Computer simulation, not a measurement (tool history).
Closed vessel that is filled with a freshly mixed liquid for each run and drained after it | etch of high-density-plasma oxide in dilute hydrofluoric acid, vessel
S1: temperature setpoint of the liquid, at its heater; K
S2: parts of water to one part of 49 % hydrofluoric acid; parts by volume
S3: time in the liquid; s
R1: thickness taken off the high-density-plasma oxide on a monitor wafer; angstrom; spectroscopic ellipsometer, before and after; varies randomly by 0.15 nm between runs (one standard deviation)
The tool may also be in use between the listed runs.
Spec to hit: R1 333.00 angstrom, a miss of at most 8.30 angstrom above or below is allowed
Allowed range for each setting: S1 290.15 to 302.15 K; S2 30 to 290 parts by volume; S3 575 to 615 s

run  hour      S1   S2   S3      R1
  1   0.0  294.15  160  575  219.78
  2   5.9  297.65  160  575  248.94
  3  11.2  296.15  160  575  235.97
  4  16.8  296.15  105  575  386.85
  5  24.0  298.15  105  575  410.86
  6  29.6  298.15  105  575  415.71
  7  33.9  297.15  105  575  395.83
  8  34.9  296.15  105  575  386.23
  9  36.0  295.15  105  575  370.12
 10  43.4  294.65  105  575  361.06
 11  45.5  294.15  105  575  354.50
 12  50.4  293.65  105  575  348.07

4 candidate next runs follow, results not yet known. Just one meets every target within its allowed miss. Identify it.
  A  55.3  294.65  115  585   ?
  B  55.3  292.65  100  585   ?
  C  55.3  290.15   90  585   ?
  D  55.3  295.65  125  585   ?

move      R1
   A  329.24
   B  354.93
   C  359.05
   D  311.64
A: every result lands within tolerance
B: the biggest miss grows against the last run
C: the biggest miss grows against the last run
D: the result that was furthest off in the last run now lies on the other side of its target
Move A is the one to make.

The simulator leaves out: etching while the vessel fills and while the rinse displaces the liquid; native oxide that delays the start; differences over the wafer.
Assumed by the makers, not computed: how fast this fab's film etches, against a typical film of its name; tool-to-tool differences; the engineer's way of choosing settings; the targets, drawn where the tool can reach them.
